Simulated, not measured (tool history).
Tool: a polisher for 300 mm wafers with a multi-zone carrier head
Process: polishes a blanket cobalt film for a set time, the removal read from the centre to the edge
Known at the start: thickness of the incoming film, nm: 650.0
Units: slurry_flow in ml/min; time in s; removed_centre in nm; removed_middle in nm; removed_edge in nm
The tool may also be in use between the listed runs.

| run | hour | slurry_flow | centre_zone | middle_zone | edge_zone | time | removed_centre | removed_middle | removed_edge |
|---|---|---|---|---|---|---|---|---|---|
| 1 | 0 | 275 | 1 | 1 | 1 | 40 | 206.54 | 203.18 | 204.47 |
| 2 | 5.2 | 275 | 1 | 1 | 1 | 45 | 233.02 | 234.33 | 230.06 |
| 3 | 9.4 | 275 | 1 | 1 | 1 | 40 | 210.13 | 207.7 | 205.48 |
| 4 | 18.4 | 315 | 1 | 1 | 1 | 40 | 206.41 | 211.42 | 205.75 |
| 5 | 25 | 315 | 1 | 1.05 | 1 | 40 | 211.48 | 217.74 | 210.06 |
| 6 | 28.8 | 315 | 0.93 | 1.05 | 1 | 40 | 191.98 | 217.84 | 207.91 |

Forecast run 7:
| 7 | 32.7 | 325 | 1.03 | 0.95 | 1.1 | 44 | ? | ? | ? |

{"run 7": {"removed_centre": 239.48, "removed_middle": 225.22, "removed_edge": 230.69}}

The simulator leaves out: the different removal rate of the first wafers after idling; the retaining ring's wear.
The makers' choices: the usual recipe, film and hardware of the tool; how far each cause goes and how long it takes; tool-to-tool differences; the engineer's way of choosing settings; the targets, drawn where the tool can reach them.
